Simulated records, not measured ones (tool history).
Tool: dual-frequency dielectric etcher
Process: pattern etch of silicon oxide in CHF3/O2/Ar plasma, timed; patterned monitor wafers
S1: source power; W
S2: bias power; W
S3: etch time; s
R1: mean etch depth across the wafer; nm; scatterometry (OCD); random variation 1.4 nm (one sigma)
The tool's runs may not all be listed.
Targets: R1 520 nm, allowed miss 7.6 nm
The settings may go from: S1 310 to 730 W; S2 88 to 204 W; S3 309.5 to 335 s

run  hour   S1   S2     S3      R1
  1     0  520  146    335  629.11
  2   2.4  490  143  334.5  613.52
  3  10.1  490  134  334.5   588.2
  4  18.9  430  134  334.5  564.75
  5  26.7  390  134  334.5  547.99
  6  35.7  380  134  334.5  544.64
  7  42.9  370  134  334.5  540.88
  8  47.3  360  134  334.5  534.44

5 next moves are on the table. One of them brings every result within its allowed miss. Which?
  A  51.7  340  129  322.5   ?
  B  51.7  330  138  318.5   ?
  C  51.7  310  143  318.5   ?
  D  51.7  310  139  318.5   ?
  E  51.7  330  135    332   ?

move      R1
   A  495.05
   B  502.91
   C  503.52
   D  495.84
   E  517.98
A: takes the result that was furthest off past its target
B: takes the result that was furthest off past its target
C: takes the result that was furthest off past its target
D: takes the result that was furthest off past its target
E: meets every target
Answer: E

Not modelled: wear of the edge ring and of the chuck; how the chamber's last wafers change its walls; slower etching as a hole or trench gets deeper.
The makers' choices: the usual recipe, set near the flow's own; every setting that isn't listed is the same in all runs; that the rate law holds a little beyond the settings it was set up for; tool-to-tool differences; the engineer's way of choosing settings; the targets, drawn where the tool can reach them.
